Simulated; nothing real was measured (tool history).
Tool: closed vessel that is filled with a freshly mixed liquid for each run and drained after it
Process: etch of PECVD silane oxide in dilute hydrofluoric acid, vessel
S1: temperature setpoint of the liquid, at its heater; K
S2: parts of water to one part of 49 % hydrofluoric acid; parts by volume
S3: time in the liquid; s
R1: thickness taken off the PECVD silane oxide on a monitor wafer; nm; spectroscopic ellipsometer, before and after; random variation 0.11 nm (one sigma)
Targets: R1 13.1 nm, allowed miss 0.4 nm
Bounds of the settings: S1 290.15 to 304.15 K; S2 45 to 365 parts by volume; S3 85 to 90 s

run  hour      S1   S2  S3      R1
  1     0  296.15  205  85  17.723
  2   1.5  298.15  205  85  19.305
  3   8.9  301.15  205  85  21.128
  4  16.5  298.15  215  85  17.739
  5  24.1  298.15  215  90  19.208
  6  30.9  295.15  215  90  17.304
  7  36.1  293.65  220  90  15.885
  8  40.6  293.65  220  90  15.779
  9  44.5  293.65  220  90  15.624
 10  46.4  293.65  220  90  15.504
 11  54.1  292.65  220  90  15.003

Which of these 5 next moves meets every target?
  A  61.8  290.15  200  85   ?
  B  61.8  290.65  210  85   ?
  C  61.8  293.15  225  85   ?
  D  61.8  292.65  235  85   ?
  E  61.8  291.65  215  85   ?

move      R1
   A  14.472
   B  13.931
   C  14.125
   D  13.144
   E  14.086
A: nearer than the last run, and not there yet
B: nearer than the last run, and not there yet
C: nearer than the last run, and not there yet
D: meets every target
E: nearer than the last run, and not there yet
Answer: D
